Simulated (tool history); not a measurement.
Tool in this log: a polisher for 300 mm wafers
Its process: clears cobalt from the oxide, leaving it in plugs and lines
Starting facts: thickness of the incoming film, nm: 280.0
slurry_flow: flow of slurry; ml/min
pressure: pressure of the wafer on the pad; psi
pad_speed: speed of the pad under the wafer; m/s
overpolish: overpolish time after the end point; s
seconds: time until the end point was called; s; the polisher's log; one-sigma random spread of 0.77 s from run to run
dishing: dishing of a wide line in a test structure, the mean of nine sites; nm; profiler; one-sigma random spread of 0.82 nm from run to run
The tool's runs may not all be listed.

Run 1, hour 0.0: slurry_flow 260 ml/min, pressure 2.0 psi, pad_speed 1.22 m/s, overpolish 18 s. Result: seconds 52.825 s, dishing 55.142 nm.
Run 2, hour 4.4: slurry_flow 290 ml/min, pressure 2.0 psi, pad_speed 1.22 m/s, overpolish 18 s. Result: seconds 51.450 s, dishing 57.416 nm.
Run 3, hour 5.6: slurry_flow 290 ml/min, pressure 2.0 psi, pad_speed 1.34 m/s, overpolish 18 s. Result: seconds 48.466 s, dishing 58.297 nm.
Run 4, hour 7.0: slurry_flow 290 ml/min, pressure 1.9 psi, pad_speed 1.34 m/s, overpolish 17 s. Result: seconds 50.423 s, dishing 57.169 nm.
Run 5, hour 13.8: slurry_flow 280 ml/min, pressure 1.9 psi, pad_speed 1.32 m/s, overpolish 16 s. Result: seconds 50.099 s, dishing 51.778 nm.
Run 6, hour 20.0: slurry_flow 280 ml/min, pressure 1.9 psi, pad_speed 1.56 m/s, overpolish 16 s. Result: seconds 43.448 s, dishing 60.287 nm.
Run 7, hour 24.7: slurry_flow 280 ml/min, pressure 1.8 psi, pad_speed 1.56 m/s, overpolish 15 s. Result: seconds 45.681 s, dishing 56.643 nm.

Expected results for the next run?
Run 8, hour 28.3: slurry_flow 280 ml/min, pressure 1.7 psi, pad_speed 1.56 m/s, overpolish 14 s. Result: seconds ?, dishing ?.

Run 8 measured seconds 46.534 s, dishing 51.666 nm.

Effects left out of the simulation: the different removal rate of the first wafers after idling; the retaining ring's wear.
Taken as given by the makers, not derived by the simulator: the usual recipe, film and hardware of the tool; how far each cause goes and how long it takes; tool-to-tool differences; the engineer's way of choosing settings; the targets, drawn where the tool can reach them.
